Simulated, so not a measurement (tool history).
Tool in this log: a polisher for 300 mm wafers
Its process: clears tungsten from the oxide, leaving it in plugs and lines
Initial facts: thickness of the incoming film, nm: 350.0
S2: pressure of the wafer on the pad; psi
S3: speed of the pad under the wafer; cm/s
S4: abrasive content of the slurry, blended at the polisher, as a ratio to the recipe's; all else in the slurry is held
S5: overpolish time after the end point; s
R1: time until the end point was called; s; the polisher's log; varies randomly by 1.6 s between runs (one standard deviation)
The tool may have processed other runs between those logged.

Run 1, hour 0: flow of slurry (ml/min) 295, S2 3.3 psi, S3 98 cm/s, S4 1, S5 6 s. Result: R1 81.677 s.
Run 2, hour 6.4: flow of slurry (ml/min) 295, S2 3.3 psi, S3 98 cm/s, S4 1, S5 6 s. Result: R1 82.127 s.
Run 3, hour 15.1: flow of slurry (ml/min) 295, S2 3.3 psi, S3 98 cm/s, S4 0.85, S5 6 s. Result: R1 83.432 s.
Run 4, hour 22.4: flow of slurry (ml/min) 340, S2 3.3 psi, S3 98 cm/s, S4 0.85, S5 6 s. Result: R1 84.951 s.
Run 5, hour 31.4: flow of slurry (ml/min) 340, S2 3.3 psi, S3 98 cm/s, S4 0.85, S5 6 s. Result: R1 85.875 s.
Run 6, hour 36.2: flow of slurry (ml/min) 300, S2 3.3 psi, S3 98 cm/s, S4 0.85, S5 6 s. Result: R1 87.302 s.
Run 7, hour 42.1: flow of slurry (ml/min) 300, S2 3 psi, S3 98 cm/s, S4 0.85, S5 6 s. Result: R1 92.297 s.
Run 8, hour 50.1: flow of slurry (ml/min) 300, S2 2 psi, S3 96 cm/s, S4 0.85, S5 6 s. Result: R1 129.6 s.
Run 9, hour 52.6: flow of slurry (ml/min) 300, S2 2.1 psi, S3 96 cm/s, S4 0.85, S5 6 s. Result: R1 124.17 s.

Run 10 comes next. What will it give?
Run 10, hour 60.3: flow of slurry (ml/min) 300, S2 2.2 psi, S3 96 cm/s, S4 0.85, S5 6 s. Result: R1 ?.

Run 10 produced R1 122.53 s.

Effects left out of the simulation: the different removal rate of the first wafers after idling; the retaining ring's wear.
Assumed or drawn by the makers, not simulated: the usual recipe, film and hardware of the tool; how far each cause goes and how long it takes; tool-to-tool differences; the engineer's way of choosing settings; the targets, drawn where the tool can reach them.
